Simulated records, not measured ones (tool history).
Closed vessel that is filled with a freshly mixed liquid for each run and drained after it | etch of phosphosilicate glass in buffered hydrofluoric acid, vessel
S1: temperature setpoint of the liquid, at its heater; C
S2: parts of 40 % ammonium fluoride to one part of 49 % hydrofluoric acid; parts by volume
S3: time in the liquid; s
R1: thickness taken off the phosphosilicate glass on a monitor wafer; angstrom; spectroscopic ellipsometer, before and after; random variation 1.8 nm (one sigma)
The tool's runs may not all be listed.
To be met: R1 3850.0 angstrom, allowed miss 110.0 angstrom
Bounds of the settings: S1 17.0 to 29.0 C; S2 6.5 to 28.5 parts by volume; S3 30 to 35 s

Run 1, hour 0.0: S1 21.0 C, S2 17.5 parts by volume, S3 35 s. Result: R1 1706.1 angstrom.
Run 2, hour 6.7: S1 22.0 C, S2 16.5 parts by volume, S3 35 s. Result: R1 1919.2 angstrom.
Run 3, hour 10.2: S1 24.0 C, S2 16.5 parts by volume, S3 35 s. Result: R1 2123.8 angstrom.
Run 4, hour 14.8: S1 22.0 C, S2 16.5 parts by volume, S3 35 s. Result: R1 1931.8 angstrom.
Run 5, hour 23.2: S1 19.0 C, S2 16.5 parts by volume, S3 35 s. Result: R1 1606.9 angstrom.
Run 6, hour 31.8: S1 20.5 C, S2 16.5 parts by volume, S3 35 s. Result: R1 1761.0 angstrom.
Run 7, hour 33.5: S1 21.5 C, S2 16.0 parts by volume, S3 35 s. Result: R1 1909.8 angstrom.
Run 8, hour 42.4: S1 22.5 C, S2 15.5 parts by volume, S3 35 s. Result: R1 2086.1 angstrom.
Run 9, hour 47.8: S1 23.0 C, S2 15.0 parts by volume, S3 35 s. Result: R1 2221.0 angstrom.
Run 10, hour 56.2: S1 23.5 C, S2 14.5 parts by volume, S3 35 s. Result: R1 2352.9 angstrom.
Run 11, hour 63.7: S1 27.5 C, S2 10.5 parts by volume, S3 35 s. Result: R1 4003.8 angstrom.

5 next moves are on the table. One of them brings every result within its allowed miss. Which?
Run A, hour 71.2: S1 29.0 C, S2 11.0 parts by volume, S3 35 s. Result: R1 ?.
Run B, hour 71.2: S1 26.0 C, S2 9.0 parts by volume, S3 30 s. Result: R1 ?.
Run C, hour 71.2: S1 27.5 C, S2 10.0 parts by volume, S3 35 s. Result: R1 ?.
Run D, hour 71.2: S1 28.5 C, S2 8.5 parts by volume, S3 30 s. Result: R1 ?.
Run E, hour 71.2: S1 27.5 C, S2 9.0 parts by volume, S3 30 s. Result: R1 ?.

move      R1
   A  4155.5
   B  3558.4
   C  4210.4
   D  4326.2
   E  3855.9
A: further off than the last run
B: takes the result that was furthest off past its target
C: further off than the last run
D: further off than the last run
E: meets every target
Move E is the one to make.
